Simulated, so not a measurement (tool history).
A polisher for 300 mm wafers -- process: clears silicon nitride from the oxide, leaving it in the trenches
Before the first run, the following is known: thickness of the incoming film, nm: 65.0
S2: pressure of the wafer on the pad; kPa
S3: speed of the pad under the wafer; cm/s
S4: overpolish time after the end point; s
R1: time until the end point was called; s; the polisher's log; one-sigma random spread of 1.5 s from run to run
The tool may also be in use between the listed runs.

Run 1, hour 0.0: flow of slurry (ml/min) 290, S2 16.5 kPa, S3 94 cm/s, S4 7 s. Result: R1 104.370 s.
Run 2, hour 1.3: flow of slurry (ml/min) 290, S2 16.5 kPa, S3 108 cm/s, S4 7 s. Result: R1 95.877 s.
Run 3, hour 3.2: flow of slurry (ml/min) 330, S2 16.5 kPa, S3 108 cm/s, S4 7 s. Result: R1 92.492 s.
Run 4, hour 9.4: flow of slurry (ml/min) 325, S2 15.2 kPa, S3 108 cm/s, S4 7 s. Result: R1 103.360 s.
Run 5, hour 10.7: flow of slurry (ml/min) 325, S2 15.2 kPa, S3 108 cm/s, S4 7 s. Result: R1 104.630 s.
Run 6, hour 12.5: flow of slurry (ml/min) 380, S2 15.2 kPa, S3 108 cm/s, S4 7 s. Result: R1 100.280 s.
Run 7, hour 16.1: flow of slurry (ml/min) 375, S2 14.5 kPa, S3 108 cm/s, S4 7 s. Result: R1 105.720 s.
Run 8, hour 19.9: flow of slurry (ml/min) 370, S2 13.8 kPa, S3 108 cm/s, S4 7 s. Result: R1 111.570 s.
Run 9, hour 20.5: flow of slurry (ml/min) 370, S2 13.1 kPa, S3 108 cm/s, S4 7 s. Result: R1 117.870 s.
Run 10, hour 23.3: flow of slurry (ml/min) 365, S2 12.4 kPa, S3 108 cm/s, S4 7 s. Result: R1 125.800 s.
Run 11, hour 31.6: flow of slurry (ml/min) 365, S2 12.4 kPa, S3 108 cm/s, S4 7 s. Result: R1 124.650 s.

What does the tool deliver on the next run?
Run 12, hour 32.9: flow of slurry (ml/min) 360, S2 11.7 kPa, S3 108 cm/s, S4 7 s. Result: R1 ?.

Run 12 produced R1 128.520 s.
